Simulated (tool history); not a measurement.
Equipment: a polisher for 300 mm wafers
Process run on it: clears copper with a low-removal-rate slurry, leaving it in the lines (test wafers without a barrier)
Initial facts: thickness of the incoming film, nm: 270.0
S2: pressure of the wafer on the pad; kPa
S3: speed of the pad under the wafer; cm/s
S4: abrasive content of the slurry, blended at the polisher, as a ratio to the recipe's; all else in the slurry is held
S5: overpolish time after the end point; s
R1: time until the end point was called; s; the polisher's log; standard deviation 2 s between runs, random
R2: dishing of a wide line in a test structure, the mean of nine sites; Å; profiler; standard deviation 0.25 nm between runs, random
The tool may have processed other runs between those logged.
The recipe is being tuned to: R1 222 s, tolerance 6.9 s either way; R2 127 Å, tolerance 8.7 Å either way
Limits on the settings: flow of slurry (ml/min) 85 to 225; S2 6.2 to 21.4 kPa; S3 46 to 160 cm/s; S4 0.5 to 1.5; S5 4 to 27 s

{"run": 1, "hour": 0.0, "flow of slurry (ml/min)": 145, "S2": 13.8, "S3": 102, "S4": 1, "S5": 14, "R1": 116.35, "R2": 172.39}
{"run": 2, "hour": 2.4, "flow of slurry (ml/min)": 140, "S2": 11.7, "S3": 100, "S4": 1, "S5": 15, "R1": 138.26, "R2": 160.46}
{"run": 3, "hour": 7.0, "flow of slurry (ml/min)": 140, "S2": 11.7, "S3": 90, "S4": 1, "S5": 15, "R1": 152.74, "R2": 150.12}
{"run": 4, "hour": 16.0, "flow of slurry (ml/min)": 140, "S2": 11.7, "S3": 90, "S4": 1, "S5": 10, "R1": 152.55, "R2": 108.16}
{"run": 5, "hour": 17.0, "flow of slurry (ml/min)": 140, "S2": 11.7, "S3": 90, "S4": 0.8, "S5": 10, "R1": 159.87, "R2": 101.87}
{"run": 6, "hour": 18.8, "flow of slurry (ml/min)": 140, "S2": 11.7, "S3": 90, "S4": 0.8, "S5": 13, "R1": 162.96, "R2": 127.78}
{"hour": 24.3, "done": "head pressure recalibrated"}
{"run": 7, "hour": 24.3, "flow of slurry (ml/min)": 135, "S2": 11, "S3": 90, "S4": 0.8, "S5": 14, "R1": 186.87, "R2": 121.13}
{"run": 8, "hour": 25.3, "flow of slurry (ml/min)": 125, "S2": 11, "S3": 90, "S4": 0.8, "S5": 15, "R1": 190.56, "R2": 127.39}
{"run": 9, "hour": 32.2, "flow of slurry (ml/min)": 100, "S2": 9, "S3": 90, "S4": 0.8, "S5": 17, "R1": 246.45, "R2": 108.15}
{"run": 10, "hour": 37.0, "flow of slurry (ml/min)": 105, "S2": 9, "S3": 90, "S4": 0.8, "S5": 17, "R1": 239.19, "R2": 112.88}
{"run": 11, "hour": 44.4, "flow of slurry (ml/min)": 110, "S2": 9, "S3": 90, "S4": 0.8, "S5": 17, "R1": 238.32, "R2": 118.98}

4 candidate next runs follow, results not yet known. Just one meets every target within its allowed miss. Identify it.
{"run": "A", "hour": 51.8, "flow of slurry (ml/min)": 85, "S2": 8.3, "S3": 102, "S4": 0.6, "S5": 23, "R1": "?", "R2": "?"}
{"run": "B", "hour": 51.8, "flow of slurry (ml/min)": 130, "S2": 7.6, "S3": 100, "S4": 0.85, "S5": 18, "R1": "?", "R2": "?"}
{"run": "C", "hour": 51.8, "flow of slurry (ml/min)": 110, "S2": 9, "S3": 88, "S4": 0.75, "S5": 17, "R1": "?", "R2": "?"}
{"run": "D", "hour": 51.8, "flow of slurry (ml/min)": 165, "S2": 9, "S3": 92, "S4": 0.7, "S5": 18, "R1": "?", "R2": "?"}

move=A R1=258.77 R2=137.21
move=B R1=236.17 R2=121.39
move=C R1=243.81 R2=113.47
move=D R1=217.45 R2=130.15
A: lands further from the targets than the last run did
B: gains on the last run, yet a result remains outside its allowed miss
C: lands further from the targets than the last run did
D: each result inside its tolerance
So the answer is move D, the one that meets all the targets.

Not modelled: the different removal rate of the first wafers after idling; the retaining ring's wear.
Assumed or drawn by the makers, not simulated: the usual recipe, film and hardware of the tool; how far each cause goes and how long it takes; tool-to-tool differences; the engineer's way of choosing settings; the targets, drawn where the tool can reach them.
